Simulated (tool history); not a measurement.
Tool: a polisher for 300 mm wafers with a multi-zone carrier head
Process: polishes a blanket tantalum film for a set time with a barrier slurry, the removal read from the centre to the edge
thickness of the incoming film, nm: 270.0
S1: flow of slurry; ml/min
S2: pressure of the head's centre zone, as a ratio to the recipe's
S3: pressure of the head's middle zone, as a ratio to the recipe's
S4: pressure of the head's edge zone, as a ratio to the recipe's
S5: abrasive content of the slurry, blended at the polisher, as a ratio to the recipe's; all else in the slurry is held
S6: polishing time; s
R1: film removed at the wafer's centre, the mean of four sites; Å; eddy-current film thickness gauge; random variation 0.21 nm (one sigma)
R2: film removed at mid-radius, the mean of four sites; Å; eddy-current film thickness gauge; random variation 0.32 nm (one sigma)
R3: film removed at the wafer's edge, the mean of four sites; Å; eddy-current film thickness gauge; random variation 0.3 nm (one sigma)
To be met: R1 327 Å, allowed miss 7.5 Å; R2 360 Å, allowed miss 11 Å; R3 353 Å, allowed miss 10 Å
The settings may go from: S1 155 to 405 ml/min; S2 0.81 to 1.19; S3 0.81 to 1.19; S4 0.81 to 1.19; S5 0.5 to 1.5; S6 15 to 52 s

run 1 hour=0 | S1=260 S2=1 S3=1 S4=1 S5=1 S6=33 | R1=394.12 R2=392.85 R3=399.29
run 2 hour=6.2 | S1=250 S2=0.97 S3=0.99 S4=0.97 S5=0.95 S6=33 | R1=371.07 R2=379.33 R3=383.83
run 3 hour=8 | S1=240 S2=0.95 S3=0.99 S4=0.95 S5=0.95 S6=33 | R1=363.21 R2=377.17 R3=376.15
run 4 hour=12.3 | S1=230 S2=0.93 S3=0.99 S4=0.94 S5=0.95 S6=33 | R1=353.09 R2=374.99 R3=377.76
run 5 hour=19.8 | S1=230 S2=0.93 S3=0.99 S4=1.01 S5=0.95 S6=33 | R1=351.14 R2=374.05 R3=385.91
run 6 hour=26.3 | S1=230 S2=0.93 S3=0.99 S4=1.01 S5=0.95 S6=37 | R1=397.3 R2=419.04 R3=439.49
run 7 hour=35 | S1=230 S2=0.92 S3=0.99 S4=0.97 S5=0.85 S6=37 | R1=372.51 R2=396.93 R3=405.48
run 8 hour=38 | S1=230 S2=0.92 S3=0.99 S4=0.97 S5=0.85 S6=37 | R1=370.86 R2=400.06 R3=402.01
run 9 hour=44.6 | S1=225 S2=0.91 S3=0.98 S4=0.94 S5=0.8 S6=37 | R1=352.16 R2=381.65 R3=382.6
run 10 hour=47.1 | S1=220 S2=0.9 S3=0.97 S4=0.92 S5=0.8 S6=37 | R1=349.74 R2=374.36 R3=380.24
-- hour=54.3 slurry nozzle cleaned
run 11 hour=54.3 | S1=215 S2=0.89 S3=0.97 S4=0.9 S5=0.8 S6=37 | R1=355.56 R2=382.85 R3=378.33
run 12 hour=56.1 | S1=200 S2=0.83 S3=0.94 S4=0.86 S5=0.6 S6=37 | R1=260.36 R2=298.34 R3=291.93

Which of these 4 next moves meets every target?
run A hour=57.9 | S1=195 S2=0.89 S3=1.04 S4=0.81 S5=0.5 S6=41 | R1=? R2=? R3=?
run B hour=57.9 | S1=230 S2=1.12 S3=1.16 S4=0.81 S5=0.5 S6=46 | R1=? R2=? R3=?
run C hour=57.9 | S1=225 S2=1.01 S3=0.95 S4=0.81 S5=0.65 S6=37 | R1=? R2=? R3=?
run D hour=57.9 | S1=230 S2=0.88 S3=0.97 S4=0.89 S5=0.65 S6=40 | R1=? R2=? R3=?

move=A R1=236.26 R2=275.92 R3=241.65
move=B R1=338.77 R2=343.46 R3=273.05
move=C R1=345.47 R2=328.7 R3=310.5
move=D R1=325.64 R2=362.38 R3=350.41
A: further off than the last run
B: takes the result that was furthest off past its target
C: takes the result that was furthest off past its target
D: meets every target
The right move is D.
